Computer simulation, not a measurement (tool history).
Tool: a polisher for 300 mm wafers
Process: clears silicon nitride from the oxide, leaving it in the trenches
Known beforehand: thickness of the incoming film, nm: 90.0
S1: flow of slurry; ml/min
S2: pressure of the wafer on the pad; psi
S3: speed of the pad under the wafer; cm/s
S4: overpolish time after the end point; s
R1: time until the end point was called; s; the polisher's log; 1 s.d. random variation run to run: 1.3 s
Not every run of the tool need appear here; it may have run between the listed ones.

{"run": 1, "day": 0.0, "S1": 225, "S2": 2.3, "S3": 80, "S4": 9, "R1": 135.33}
{"run": 2, "day": 0.238, "S1": 190, "S2": 2.3, "S3": 80, "S4": 9, "R1": 137.93}
{"run": 3, "day": 0.383, "S1": 230, "S2": 2.3, "S3": 80, "S4": 9, "R1": 136.8}
{"run": 4, "day": 0.5, "S1": 230, "S2": 2.5, "S3": 80, "S4": 9, "R1": 125.14}
{"run": 5, "day": 0.562, "S1": 230, "S2": 2, "S3": 80, "S4": 9, "R1": 153.33}
{"run": 6, "day": 0.708, "S1": 230, "S2": 2, "S3": 80, "S4": 9, "R1": 157.14}
{"run": 7, "day": 0.858, "S1": 230, "S2": 2.2, "S3": 80, "S4": 9, "R1": 141.09}

Run 8, settings as shown, results not yet in. Your forecast:
{"run": 8, "day": 1.175, "S1": 230, "S2": 2.8, "S3": 82, "S4": 9, "R1": "?"}

R1: 108.63 s
